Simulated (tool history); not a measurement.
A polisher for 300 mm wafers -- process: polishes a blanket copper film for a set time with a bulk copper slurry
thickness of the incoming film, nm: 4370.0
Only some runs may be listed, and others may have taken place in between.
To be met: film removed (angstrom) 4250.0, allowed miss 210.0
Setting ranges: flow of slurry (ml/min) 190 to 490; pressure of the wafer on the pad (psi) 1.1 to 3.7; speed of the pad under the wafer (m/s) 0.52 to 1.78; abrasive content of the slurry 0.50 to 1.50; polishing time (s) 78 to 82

run,day,flow of slurry (ml/min),pressure of the wafer on the pad (psi),speed of the pad under the wafer (m/s),abrasive content of the slurry,polishing time (s),film removed (angstrom)
1,0.000,315,2.4,1.14,1.00,78,7934.3
2,0.246,255,2.4,1.14,1.00,78,7674.7
3,0.325,315,2.4,1.14,1.00,78,8068.4
4,0.421,315,2.4,1.14,1.00,78,7785.3
5,0.538,315,2.2,1.12,1.00,78,7280.7
6,0.771,315,2.2,1.12,1.00,82,7501.1
7,0.842,315,2.0,1.10,1.00,82,7213.8
8,1.188,315,1.8,1.04,1.00,82,6174.2
# day 1.488: head pressure recalibrated
9,1.488,315,1.7,1.02,1.00,82,5519.6

Below are 4 possible settings for the next run. Only one of them brings all results inside the allowed miss of their targets. Which is it?
A,1.788,235,2.4,0.80,0.85,78,?
B,1.788,300,2.0,0.76,0.90,78,?
C,1.788,360,1.6,0.92,0.90,79,?
D,1.788,330,1.7,0.84,1.10,82,?

move,film removed (angstrom)
A,5095.0
B,4431.0
C,4755.1
D,4833.5
A: better than the last run, though not everything is in spec
B: every result lands within tolerance
C: better than the last run, though not everything is in spec
D: better than the last run, though not everything is in spec
The move that meets every target is B.

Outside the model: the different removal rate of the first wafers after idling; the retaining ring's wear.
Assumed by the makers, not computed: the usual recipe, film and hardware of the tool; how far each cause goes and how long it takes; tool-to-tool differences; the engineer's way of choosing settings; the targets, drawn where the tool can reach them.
